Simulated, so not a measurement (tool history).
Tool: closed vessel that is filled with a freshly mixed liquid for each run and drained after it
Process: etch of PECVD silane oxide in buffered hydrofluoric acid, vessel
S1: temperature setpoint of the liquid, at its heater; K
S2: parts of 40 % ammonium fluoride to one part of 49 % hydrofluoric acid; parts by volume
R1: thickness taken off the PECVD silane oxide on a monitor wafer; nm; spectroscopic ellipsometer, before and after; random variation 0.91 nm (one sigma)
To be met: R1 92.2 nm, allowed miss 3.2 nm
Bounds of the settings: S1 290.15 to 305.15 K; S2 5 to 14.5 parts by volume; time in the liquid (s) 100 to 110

Run 1, hour 0: S1 298.15 K, S2 9 parts by volume, time in the liquid (s) 100. Result: R1 153.74 nm.
Run 2, hour 1.5: S1 298.15 K, S2 9 parts by volume, time in the liquid (s) 100. Result: R1 156.32 nm.
Run 3, hour 7.6: S1 296.15 K, S2 9.5 parts by volume, time in the liquid (s) 100. Result: R1 136.6 nm.
Run 4, hour 12.2: S1 294.65 K, S2 10 parts by volume, time in the liquid (s) 100. Result: R1 116.62 nm.
Run 5, hour 13.9: S1 298.15 K, S2 10 parts by volume, time in the liquid (s) 100. Result: R1 144.18 nm.
Run 6, hour 15: S1 298.15 K, S2 10 parts by volume, time in the liquid (s) 110. Result: R1 158.19 nm.
Run 7, hour 22.9: S1 296.15 K, S2 10.5 parts by volume, time in the liquid (s) 110. Result: R1 136.06 nm.
Run 8, hour 27.7: S1 294.65 K, S2 10.5 parts by volume, time in the liquid (s) 110. Result: R1 123.9 nm.
Run 9, hour 34.7: S1 293.65 K, S2 10.5 parts by volume, time in the liquid (s) 110. Result: R1 116.98 nm.
Run 10, hour 40.2: S1 292.65 K, S2 10.5 parts by volume, time in the liquid (s) 110. Result: R1 110.57 nm.
Run 11, hour 45.4: S1 292.15 K, S2 10.5 parts by volume, time in the liquid (s) 110. Result: R1 107.84 nm.
Run 12, hour 50.9: S1 291.65 K, S2 10.5 parts by volume, time in the liquid (s) 110. Result: R1 106.54 nm.
At hour 59: hydrofluoric acid flow meter replaced.
Run 13, hour 59: S1 291.15 K, S2 10.5 parts by volume, time in the liquid (s) 110. Result: R1 108.9 nm.

4 next moves are on the table. One of them brings every result within its allowed miss. Which?
Run A, hour 67.1: S1 290.65 K, S2 12.5 parts by volume, time in the liquid (s) 105. Result: R1 ?.
Run B, hour 67.1: S1 290.65 K, S2 11 parts by volume, time in the liquid (s) 100. Result: R1 ?.
Run C, hour 67.1: S1 291.65 K, S2 11 parts by volume, time in the liquid (s) 105. Result: R1 ?.
Run D, hour 67.1: S1 290.65 K, S2 11.5 parts by volume, time in the liquid (s) 100. Result: R1 ?.

move      R1
   A  83.929
   B  90.578
   C  100.66
   D  86.729
A: takes the result that was furthest off past its target
B: meets every target
C: nearer than the last run, and not there yet
D: takes the result that was furthest off past its target
The right move is B.

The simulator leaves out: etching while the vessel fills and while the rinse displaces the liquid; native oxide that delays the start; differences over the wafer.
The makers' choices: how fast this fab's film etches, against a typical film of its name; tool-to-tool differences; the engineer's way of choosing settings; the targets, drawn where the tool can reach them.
